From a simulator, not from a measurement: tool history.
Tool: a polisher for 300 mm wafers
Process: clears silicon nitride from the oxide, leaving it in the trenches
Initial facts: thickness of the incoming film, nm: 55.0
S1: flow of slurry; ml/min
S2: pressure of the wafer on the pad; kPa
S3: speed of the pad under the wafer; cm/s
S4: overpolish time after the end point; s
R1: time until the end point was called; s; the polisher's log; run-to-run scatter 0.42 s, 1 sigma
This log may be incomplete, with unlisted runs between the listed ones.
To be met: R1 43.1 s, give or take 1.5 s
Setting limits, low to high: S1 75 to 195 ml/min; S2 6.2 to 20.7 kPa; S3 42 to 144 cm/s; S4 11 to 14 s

| run | day | S1 | S2 | S3 | S4 | R1 |
|---|---|---|---|---|---|---|
| 1 | 0 | 125 | 13.1 | 92 | 14 | 75.36 |
| 2 | 0.188 | 135 | 15.2 | 92 | 14 | 66.428 |
| 3 | 0.529 | 135 | 17.2 | 94 | 14 | 57.37 |
| 4 | 0.692 | 135 | 17.2 | 94 | 11 | 57.53 |
| 5 | 0.842 | 155 | 17.2 | 94 | 11 | 56.083 |
| 6 | 0.929 | 155 | 17.2 | 108 | 11 | 47.815 |
| 7 | 1.012 | 155 | 17.2 | 108 | 11 | 48.415 |
| 8 | 1.133 | 155 | 17.9 | 108 | 11 | 46.892 |
| 9 | 1.217 | 155 | 18.6 | 108 | 11 | 44.63 |

Which of these 5 next moves meets every target?
| A | 1.3 | 160 | 17.9 | 126 | 11 | ? |
| B | 1.3 | 175 | 20.7 | 108 | 11 | ? |
| C | 1.3 | 125 | 19.3 | 122 | 14 | ? |
| D | 1.3 | 180 | 20.7 | 98 | 11 | ? |
| E | 1.3 | 120 | 20.7 | 116 | 14 | ? |

| move | R1 |
|---|---|
| A | 39.734 |
| B | 39.485 |
| C | 40.109 |
| D | 43.182 |
| E | 39.734 |
A: the result that was furthest off in the last run now lies on the other side of its target
B: the result that was furthest off in the last run now lies on the other side of its target
C: the result that was furthest off in the last run now lies on the other side of its target
D: every result within its allowed miss
E: the result that was furthest off in the last run now lies on the other side of its target
So the answer is move D, the one that meets all the targets.
